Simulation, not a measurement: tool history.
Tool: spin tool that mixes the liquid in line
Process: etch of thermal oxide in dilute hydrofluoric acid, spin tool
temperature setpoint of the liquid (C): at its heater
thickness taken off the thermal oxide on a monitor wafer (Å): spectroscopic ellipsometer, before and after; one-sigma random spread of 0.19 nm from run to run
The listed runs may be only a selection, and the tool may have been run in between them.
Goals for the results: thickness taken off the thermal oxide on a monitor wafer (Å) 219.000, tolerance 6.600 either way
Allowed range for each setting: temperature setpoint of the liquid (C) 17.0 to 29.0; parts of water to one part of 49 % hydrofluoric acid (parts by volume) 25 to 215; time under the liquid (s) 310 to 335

run	day	temperature setpoint of the liquid (C)	parts of water to one part of 49 % hydrofluoric acid (parts by volume)	time under the liquid (s)	thickness taken off the thermal oxide on a monitor wafer (Å)
1	0.000	21.0	120	310	108.090
2	0.050	23.5	105	310	134.940
3	0.200	23.5	145	310	95.506
4	0.479	23.5	130	310	105.930
# day 0.725: hydrofluoric acid flow meter replaced
5	0.725	23.5	95	310	142.130
6	0.938	24.5	95	310	146.440
7	1.288	25.5	85	310	172.600
8	1.333	26.5	80	310	196.120
9	1.658	27.0	80	310	198.480
10	1.854	27.5	80	310	201.060
11	2.150	29.0	75	310	230.240

Which of these 5 next moves meets every target?
A	2.446	28.0	85	325	?
B	2.446	25.5	65	320	?
C	2.446	28.5	75	335	?
D	2.446	29.0	75	320	?
E	2.446	28.0	75	310	?

move	thickness taken off the thermal oxide on a monitor wafer (Å)
A	198.460
B	237.950
C	239.720
D	233.460
E	217.550
A: the result that was furthest off in the last run now lies on the other side of its target
B: lands further from the targets than the last run did
C: lands further from the targets than the last run did
D: lands further from the targets than the last run did
E: each result inside its tolerance
The right move is E.
